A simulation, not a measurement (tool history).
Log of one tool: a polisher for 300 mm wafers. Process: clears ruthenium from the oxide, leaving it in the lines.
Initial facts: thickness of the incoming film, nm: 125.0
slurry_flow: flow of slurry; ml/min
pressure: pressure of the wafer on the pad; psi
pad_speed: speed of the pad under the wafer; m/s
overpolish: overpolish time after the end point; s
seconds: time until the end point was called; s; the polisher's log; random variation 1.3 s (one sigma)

{"run": 1, "day": 0.0, "slurry_flow": 240, "pressure": 2.4, "pad_speed": 1.3, "overpolish": 34, "seconds": 76.103}
{"run": 2, "day": 0.225, "slurry_flow": 240, "pressure": 2.6, "pad_speed": 1.3, "overpolish": 34, "seconds": 73.052}
{"run": 3, "day": 0.504, "slurry_flow": 240, "pressure": 2.6, "pad_speed": 1.6, "overpolish": 34, "seconds": 59.863}
{"run": 4, "day": 0.579, "slurry_flow": 240, "pressure": 2.8, "pad_speed": 1.6, "overpolish": 34, "seconds": 55.341}
{"run": 5, "day": 0.608, "slurry_flow": 270, "pressure": 2.8, "pad_speed": 1.6, "overpolish": 34, "seconds": 54.206}
{"run": 6, "day": 0.842, "slurry_flow": 265, "pressure": 2.3, "pad_speed": 1.52, "overpolish": 34, "seconds": 68.058}
{"run": 7, "day": 0.888, "slurry_flow": 265, "pressure": 2.3, "pad_speed": 1.52, "overpolish": 34, "seconds": 68.742}

Forecast run 8:
{"run": 8, "day": 1.15, "slurry_flow": 260, "pressure": 2, "pad_speed": 1.46, "overpolish": 34, "seconds": "?"}

Run 8 yielded seconds 79.689 s.
